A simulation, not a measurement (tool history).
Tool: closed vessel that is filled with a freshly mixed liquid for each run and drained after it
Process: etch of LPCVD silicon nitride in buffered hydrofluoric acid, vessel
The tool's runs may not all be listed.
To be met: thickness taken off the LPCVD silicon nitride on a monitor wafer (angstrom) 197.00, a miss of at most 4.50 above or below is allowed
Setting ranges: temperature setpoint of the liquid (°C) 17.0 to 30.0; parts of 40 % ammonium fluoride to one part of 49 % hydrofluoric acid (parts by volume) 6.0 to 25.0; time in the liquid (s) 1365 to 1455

run  hour  temperature setpoint of the liquid (°C)  parts of 40 % ammonium fluoride to one part of 49 % hydrofluoric acid (parts by volume)  time in the liquid (s)  thickness taken off the LPCVD silicon nitride on a monitor wafer (angstrom)
  1   0.0                                     22.0                                                                                     15.5                    1365                                                                       104.24
  2   5.7                                     23.5                                                                                     15.0                    1365                                                                       116.64
  3  14.9                                     23.5                                                                                     15.0                    1455                                                                       123.38
  4  22.0                                     25.5                                                                                     15.0                    1455                                                                       137.52
  5  26.2                                     28.0                                                                                     15.0                    1455                                                                       157.26
  6  30.2                                     28.0                                                                                     15.0                    1455                                                                       155.57
  7  35.7                                     30.0                                                                                     12.5                    1455                                                                       208.96
  8  42.3                                     29.5                                                                                     12.5                    1455                                                                       206.61

5 candidate next runs follow, results not yet known. Just one meets every target within its allowed miss. Identify it.
  A  48.9                                     29.5                                                                                     11.5                    1430                                                                            ?
  B  48.9                                     29.0                                                                                     11.0                    1375                                                                            ?
  C  48.9                                     28.5                                                                                     11.0                    1370                                                                            ?
  D  48.9                                     28.0                                                                                     12.0                    1450                                                                            ?
  E  48.9                                     30.0                                                                                     12.5                    1450                                                                            ?

move  thickness taken off the LPCVD silicon nitride on a monitor wafer (angstrom)
   A                                                                       217.56
   B                                                                       212.77
   C                                                                       206.46
   D                                                                       195.49
   E                                                                       208.79
A: further off than the last run
B: further off than the last run
C: about the same distance from the targets as the last run
D: all results land within tolerance of their targets
E: further off than the last run
So the answer is move D, the one that meets all the targets.

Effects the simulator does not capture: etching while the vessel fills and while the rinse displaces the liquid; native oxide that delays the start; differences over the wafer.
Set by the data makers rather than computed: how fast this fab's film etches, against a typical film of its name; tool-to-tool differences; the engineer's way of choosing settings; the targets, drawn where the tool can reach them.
